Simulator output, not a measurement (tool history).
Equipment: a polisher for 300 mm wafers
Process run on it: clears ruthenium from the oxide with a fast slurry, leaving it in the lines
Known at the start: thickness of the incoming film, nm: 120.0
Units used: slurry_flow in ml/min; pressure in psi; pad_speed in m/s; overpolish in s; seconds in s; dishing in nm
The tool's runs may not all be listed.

run 1 hour=0.0 | slurry_flow=275 pressure=2.5 pad_speed=0.92 slurry_solids=1.00 overpolish=17 | seconds=39.593 dishing=43.394
run 2 hour=2.1 | slurry_flow=275 pressure=2.5 pad_speed=0.70 slurry_solids=1.00 overpolish=17 | seconds=51.786 dishing=35.757
run 3 hour=3.2 | slurry_flow=275 pressure=2.5 pad_speed=0.70 slurry_solids=1.00 overpolish=20 | seconds=49.926 dishing=41.577
run 4 hour=5.8 | slurry_flow=270 pressure=2.3 pad_speed=0.64 slurry_solids=0.95 overpolish=17 | seconds=61.739 dishing=29.988
run 5 hour=12.0 | slurry_flow=270 pressure=2.7 pad_speed=0.64 slurry_solids=0.95 overpolish=17 | seconds=52.415 dishing=33.992
run 6 hour=12.5 | slurry_flow=300 pressure=2.7 pad_speed=0.64 slurry_solids=0.95 overpolish=17 | seconds=52.185 dishing=34.970
run 7 hour=14.8 | slurry_flow=295 pressure=2.5 pad_speed=0.60 slurry_solids=0.90 overpolish=15 | seconds=61.516 dishing=28.196
run 8 hour=23.1 | slurry_flow=290 pressure=2.3 pad_speed=0.56 slurry_solids=0.90 overpolish=13 | seconds=71.039 dishing=21.597
run 9 hour=29.2 | slurry_flow=290 pressure=1.6 pad_speed=0.54 slurry_solids=0.90 overpolish=8 | seconds=96.310 dishing=10.732
run 10 hour=33.4 | slurry_flow=290 pressure=1.6 pad_speed=0.54 slurry_solids=0.90 overpolish=8 | seconds=96.403 dishing=10.269
run 11 hour=36.4 | slurry_flow=290 pressure=1.6 pad_speed=0.52 slurry_solids=0.90 overpolish=9 | seconds=99.952 dishing=10.997

What will run 12 give?
run 12 hour=37.5 | slurry_flow=290 pressure=1.3 pad_speed=0.50 slurry_solids=0.90 overpolish=11 | seconds=? dishing=?

Logged for run 12: seconds 121.600 s, dishing 11.518 nm.
